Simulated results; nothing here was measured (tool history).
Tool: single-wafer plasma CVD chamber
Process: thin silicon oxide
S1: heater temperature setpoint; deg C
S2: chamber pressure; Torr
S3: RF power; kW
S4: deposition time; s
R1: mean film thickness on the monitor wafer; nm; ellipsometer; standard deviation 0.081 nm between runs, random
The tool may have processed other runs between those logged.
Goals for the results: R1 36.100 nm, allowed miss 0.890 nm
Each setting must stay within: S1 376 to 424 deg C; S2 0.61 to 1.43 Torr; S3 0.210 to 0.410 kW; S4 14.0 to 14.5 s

run 1 hour=0.0 | S1=400 S2=1.02 S3=0.310 S4=14.0 | R1=31.740
run 2 hour=1.7 | S1=400 S2=1.02 S3=0.310 S4=14.0 | R1=31.699
run 3 hour=9.8 | S1=400 S2=1.07 S3=0.310 S4=14.0 | R1=33.043
run 4 hour=15.3 | S1=400 S2=1.07 S3=0.280 S4=14.0 | R1=31.899
run 5 hour=20.1 | S1=400 S2=1.12 S3=0.280 S4=14.0 | R1=33.127
run 6 hour=24.0 | S1=400 S2=1.12 S3=0.250 S4=14.0 | R1=32.014
run 7 hour=25.4 | S1=400 S2=1.17 S3=0.250 S4=14.0 | R1=33.137
-- hour=26.4 RF generator calibrated
run 8 hour=26.4 | S1=400 S2=1.20 S3=0.250 S4=14.0 | R1=34.300
run 9 hour=28.7 | S1=400 S2=1.20 S3=0.250 S4=14.0 | R1=34.434
run 10 hour=37.1 | S1=400 S2=1.22 S3=0.250 S4=14.0 | R1=34.479
run 11 hour=45.7 | S1=400 S2=1.24 S3=0.250 S4=14.0 | R1=34.906
run 12 hour=46.3 | S1=400 S2=1.25 S3=0.250 S4=14.0 | R1=34.982
run 13 hour=50.9 | S1=400 S2=1.26 S3=0.250 S4=14.0 | R1=35.035

Of the 5 settings listed for the next run, only one would bring every result within its allowed miss of target. Which one?
run A hour=55.5 | S1=397 S2=1.32 S3=0.270 S4=14.2 | R1=?
run B hour=55.5 | S1=400 S2=1.27 S3=0.235 S4=14.5 | R1=?
run C hour=55.5 | S1=401 S2=1.11 S3=0.260 S4=14.5 | R1=?
run D hour=55.5 | S1=404 S2=1.17 S3=0.310 S4=14.5 | R1=?
run E hour=55.5 | S1=389 S2=1.16 S3=0.220 S4=14.3 | R1=?

move=A R1=37.457
move=B R1=35.882
move=C R1=34.165
move=D R1=37.498
move=E R1=33.417
A: moves the result that the last run missed by most past its target, out the other side
B: every result lands within tolerance
C: misses by more than the last run did
D: moves the result that the last run missed by most past its target, out the other side
E: misses by more than the last run did
The move that meets every target is B.
